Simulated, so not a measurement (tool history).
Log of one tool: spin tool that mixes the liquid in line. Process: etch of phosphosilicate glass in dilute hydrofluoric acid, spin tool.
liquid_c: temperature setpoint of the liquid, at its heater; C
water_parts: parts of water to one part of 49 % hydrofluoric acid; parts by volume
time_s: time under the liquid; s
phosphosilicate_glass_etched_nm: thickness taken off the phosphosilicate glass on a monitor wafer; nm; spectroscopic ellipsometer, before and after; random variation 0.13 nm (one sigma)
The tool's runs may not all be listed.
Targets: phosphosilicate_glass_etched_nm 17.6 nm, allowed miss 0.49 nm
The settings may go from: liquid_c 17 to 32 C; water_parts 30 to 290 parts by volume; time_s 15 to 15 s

| run | hour | liquid_c | water_parts | time_s | phosphosilicate_glass_etched_nm |
|---|---|---|---|---|---|
| 1 | 0 | 24 | 160 | 15 | 12.108 |
| 2 | 3.8 | 25 | 160 | 15 | 12.421 |
| 3 | 9.7 | 25 | 215 | 15 | 8.7076 |
| 4 | 17.5 | 26 | 205 | 15 | 9.6061 |
| 5 | 18.8 | 26 | 205 | 15 | 9.606 |
| 6 | 21.6 | 26.5 | 195 | 15 | 10.41 |
| 7 | 28.3 | 27 | 190 | 15 | 10.941 |
| 8 | 37.3 | 31 | 140 | 15 | 18.147 |
|  | 41 | thermometer replaced |
| 9 | 41 | 30 | 140 | 15 | 16.617 |

Which of these 5 next moves meets every target?
| A | 44.7 | 29 | 135 | 15 | ? |
| B | 44.7 | 30.5 | 135 | 15 | ? |
| C | 44.7 | 28.5 | 135 | 15 | ? |
| D | 44.7 | 25 | 120 | 15 | ? |
| E | 44.7 | 32 | 150 | 15 | ? |

| move | phosphosilicate_glass_etched_nm |
|---|---|
| A | 16.869 |
| B | 17.818 |
| C | 16.561 |
| D | 16.632 |
| E | 16.577 |
A: nearer than the last run, and not there yet
B: meets every target
C: further off than the last run
D: as far off as the last run
E: as far off as the last run
Move B is the one to make.
